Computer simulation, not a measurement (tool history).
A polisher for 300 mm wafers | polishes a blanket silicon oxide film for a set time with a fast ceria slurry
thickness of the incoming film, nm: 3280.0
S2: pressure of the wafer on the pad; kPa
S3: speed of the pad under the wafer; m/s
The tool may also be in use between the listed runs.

{"run": 1, "hour": 0.0, "flow of slurry (ml/min)": 135, "S2": 21.4, "S3": 0.96, "polishing time (s)": 100, "film removed (angstrom)": 13562}
{"run": 2, "hour": 2.7, "flow of slurry (ml/min)": 135, "S2": 21.4, "S3": 1.18, "polishing time (s)": 100, "film removed (angstrom)": 16082}
{"run": 3, "hour": 10.1, "flow of slurry (ml/min)": 130, "S2": 20.7, "S3": 1.18, "polishing time (s)": 100, "film removed (angstrom)": 15453}
{"run": 4, "hour": 15.6, "flow of slurry (ml/min)": 130, "S2": 15.2, "S3": 1.18, "polishing time (s)": 100, "film removed (angstrom)": 11922}
{"run": 5, "hour": 16.6, "flow of slurry (ml/min)": 125, "S2": 15.2, "S3": 1.18, "polishing time (s)": 100, "film removed (angstrom)": 11810}
{"run": 6, "hour": 18.8, "flow of slurry (ml/min)": 125, "S2": 15.2, "S3": 1.18, "polishing time (s)": 105, "film removed (angstrom)": 12423}
{"run": 7, "hour": 20.4, "flow of slurry (ml/min)": 120, "S2": 15.2, "S3": 1.18, "polishing time (s)": 105, "film removed (angstrom)": 12421}
{"run": 8, "hour": 21.7, "flow of slurry (ml/min)": 105, "S2": 12.4, "S3": 1.18, "polishing time (s)": 105, "film removed (angstrom)": 10134}
{"run": 9, "hour": 26.0, "flow of slurry (ml/min)": 110, "S2": 12.4, "S3": 1.18, "polishing time (s)": 105, "film removed (angstrom)": 10320}
{"run": 10, "hour": 27.5, "flow of slurry (ml/min)": 120, "S2": 12.4, "S3": 1.18, "polishing time (s)": 105, "film removed (angstrom)": 10574}

Forecast run 11:
{"run": 11, "hour": 30.7, "flow of slurry (ml/min)": 125, "S2": 12.4, "S3": 1.18, "polishing time (s)": 105, "film removed (angstrom)": "?"}

Run 11 gave film removed (angstrom) 10519.

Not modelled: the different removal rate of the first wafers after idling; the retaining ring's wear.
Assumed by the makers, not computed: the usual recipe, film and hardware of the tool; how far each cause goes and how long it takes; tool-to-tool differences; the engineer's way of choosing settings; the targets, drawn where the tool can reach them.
